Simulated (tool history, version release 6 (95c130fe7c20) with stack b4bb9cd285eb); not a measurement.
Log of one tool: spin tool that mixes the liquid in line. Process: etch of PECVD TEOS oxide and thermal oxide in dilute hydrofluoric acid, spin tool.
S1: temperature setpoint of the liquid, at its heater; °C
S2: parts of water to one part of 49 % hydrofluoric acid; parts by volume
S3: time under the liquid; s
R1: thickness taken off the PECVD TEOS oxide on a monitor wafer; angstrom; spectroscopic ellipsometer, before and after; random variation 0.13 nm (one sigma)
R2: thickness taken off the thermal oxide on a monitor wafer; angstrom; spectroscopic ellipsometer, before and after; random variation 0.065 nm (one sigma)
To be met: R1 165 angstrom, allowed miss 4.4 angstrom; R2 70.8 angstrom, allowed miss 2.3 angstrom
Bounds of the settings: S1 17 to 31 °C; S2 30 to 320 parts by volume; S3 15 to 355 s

| run | day | S1 | S2 | S3 | R1 | R2 |
|---|---|---|---|---|---|---|
| 1 | 0 | 23 | 175 | 180 | 96.868 | 40.743 |
| 2 | 0.254 | 23 | 200 | 180 | 82.386 | 35.542 |
| 3 | 0.35 | 23 | 200 | 145 | 66.716 | 28.759 |
| 4 | 0.683 | 23 | 200 | 180 | 82.789 | 35.61 |
| 5 | 0.912 | 25 | 185 | 180 | 97.943 | 41.768 |
| 6 | 1.05 | 26.5 | 175 | 180 | 110.38 | 47.196 |
| 7 | 1.292 | 30.5 | 130 | 180 | 181.32 | 77.056 |
| 8 | 1.396 | 30 | 130 | 180 | 177.13 | 75.986 |
| 9 | 1.538 | 29.5 | 130 | 180 | 174.29 | 74.461 |
| 10 | 1.604 | 29 | 130 | 180 | 171.03 | 72.462 |

Which of these 4 next moves meets every target?
| A | 1.671 | 28.5 | 130 | 190 | ? | ? |
| B | 1.671 | 27.5 | 105 | 155 | ? | ? |
| C | 1.671 | 29.5 | 145 | 195 | ? | ? |
| D | 1.671 | 28.5 | 120 | 175 | ? | ? |

| move | R1 | R2 |
|---|---|---|
| A | 180.17 | 75.327 |
| B | 181.1 | 75.715 |
| C | 168.65 | 70.508 |
| D | 182.15 | 76.155 |
A: further off than the last run
B: further off than the last run
C: meets every target
D: further off than the last run
The right move is C.
